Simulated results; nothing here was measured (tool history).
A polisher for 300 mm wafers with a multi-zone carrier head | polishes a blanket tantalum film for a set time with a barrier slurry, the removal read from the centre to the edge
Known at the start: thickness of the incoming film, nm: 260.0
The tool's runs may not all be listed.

| run | hour | flow of slurry (ml/min) | pressure of the head's centre zone | pressure of the head's middle zone | pressure of the head's edge zone | abrasive content of the slurry | polishing time (s) | film removed at the wafer's centre (nm) | film removed at mid-radius (nm) | film removed at the wafer's edge (nm) |
|---|---|---|---|---|---|---|---|---|---|---|
| 1 | 0.0 | 175 | 1.00 | 1.00 | 1.00 | 1.00 | 64 | 74.188 | 74.582 | 71.992 |
| 2 | 7.4 | 195 | 1.00 | 1.00 | 1.00 | 1.00 | 64 | 76.903 | 74.008 | 72.724 |
| 3 | 10.8 | 195 | 1.00 | 1.00 | 1.05 | 1.00 | 64 | 77.115 | 74.903 | 75.475 |
| 4 | 19.2 | 195 | 1.00 | 1.00 | 1.05 | 1.15 | 64 | 79.015 | 77.729 | 77.019 |
| 5 | 21.8 | 205 | 1.01 | 1.03 | 1.09 | 1.25 | 65 | 84.152 | 84.034 | 83.430 |
| 6 | 28.6 | 220 | 1.02 | 1.06 | 1.11 | 1.25 | 65 | 86.382 | 85.726 | 85.227 |
| 7 | 34.6 | 230 | 1.03 | 1.09 | 1.12 | 1.30 | 65 | 87.671 | 90.013 | 85.786 |
| 8 | 38.8 | 235 | 1.04 | 1.10 | 1.14 | 1.35 | 65 | 89.729 | 92.220 | 88.748 |

Run 9 comes next. What will it give?
| 9 | 43.2 | 240 | 1.05 | 1.11 | 1.15 | 1.35 | 65 | ? | ? | ? |

film removed at the wafer's centre (nm): 91.490
film removed at mid-radius (nm): 91.677
film removed at the wafer's edge (nm): 87.640

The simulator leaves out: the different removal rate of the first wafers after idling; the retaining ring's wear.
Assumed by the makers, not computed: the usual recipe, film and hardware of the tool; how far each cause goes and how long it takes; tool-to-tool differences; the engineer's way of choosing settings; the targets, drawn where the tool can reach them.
